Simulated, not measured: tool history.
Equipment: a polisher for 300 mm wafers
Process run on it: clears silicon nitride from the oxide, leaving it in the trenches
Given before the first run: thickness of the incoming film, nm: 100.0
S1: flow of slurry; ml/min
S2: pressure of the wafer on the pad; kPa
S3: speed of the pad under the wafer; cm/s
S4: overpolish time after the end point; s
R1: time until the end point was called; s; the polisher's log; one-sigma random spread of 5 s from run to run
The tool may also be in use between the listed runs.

{"run": 1, "day": 0.0, "S1": 200, "S2": 15.9, "S3": 84, "S4": 6, "R1": 163.16}
{"run": 2, "day": 0.171, "S1": 200, "S2": 13.1, "S3": 78, "S4": 6, "R1": 212.62}
{"run": 3, "day": 0.417, "S1": 200, "S2": 13.1, "S3": 96, "S4": 6, "R1": 177.33}
{"run": 4, "day": 0.588, "S1": 245, "S2": 13.1, "S3": 96, "S4": 6, "R1": 172.0}
{"run": 5, "day": 0.646, "S1": 220, "S2": 13.1, "S3": 96, "S4": 6, "R1": 167.85}
{"run": 6, "day": 0.992, "S1": 220, "S2": 13.1, "S3": 78, "S4": 6, "R1": 216.83}

Run 7, settings as shown, results not yet in. Your forecast:
{"run": 7, "day": 1.088, "S1": 220, "S2": 11.0, "S3": 76, "S4": 6, "R1": "?"}

Run 7 measured R1 255.24 s.
